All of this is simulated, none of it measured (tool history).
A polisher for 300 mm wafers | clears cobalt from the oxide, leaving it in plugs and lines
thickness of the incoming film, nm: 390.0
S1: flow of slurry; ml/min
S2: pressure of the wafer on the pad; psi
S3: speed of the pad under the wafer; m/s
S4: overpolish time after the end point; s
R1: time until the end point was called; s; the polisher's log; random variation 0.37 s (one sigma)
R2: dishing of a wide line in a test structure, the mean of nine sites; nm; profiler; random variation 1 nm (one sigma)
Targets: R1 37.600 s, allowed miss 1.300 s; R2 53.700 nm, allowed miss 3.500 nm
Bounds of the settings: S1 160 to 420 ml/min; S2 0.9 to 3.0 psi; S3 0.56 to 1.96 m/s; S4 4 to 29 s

run	hour	S1	S2	S3	S4	R1	R2
1	0.0	270	1.9	1.26	15	58.776	57.135
2	7.5	270	1.9	1.26	11	58.708	46.574
3	10.1	270	2.1	1.26	10	53.938	47.317
4	11.9	270	2.3	1.26	9	48.988	45.434
5	15.5	270	2.5	1.26	10	45.547	53.174
6	21.7	270	2.5	1.26	6	44.595	36.907
7	29.8	270	2.6	1.26	7	43.044	41.405
8	37.0	270	2.7	1.26	8	41.956	46.399
9	42.4	270	2.7	1.26	8	41.892	47.198

5 next moves are on the table. One of them brings every result within its allowed miss. Which?
A	47.8	230	2.4	1.28	8	?	?
B	47.8	310	2.3	1.38	11	?	?
C	47.8	240	3.0	1.26	9	?	?
D	47.8	320	2.9	1.36	11	?	?
E	47.8	225	3.0	1.36	9	?	?

move	R1	R2
A	47.365	44.252
B	44.567	55.495
C	38.465	53.873
D	35.933	61.632
E	36.017	55.802
A: further off than the last run
B: further off than the last run
C: meets every target
D: takes the result that was furthest off past its target
E: takes the result that was furthest off past its target
The right move is C.
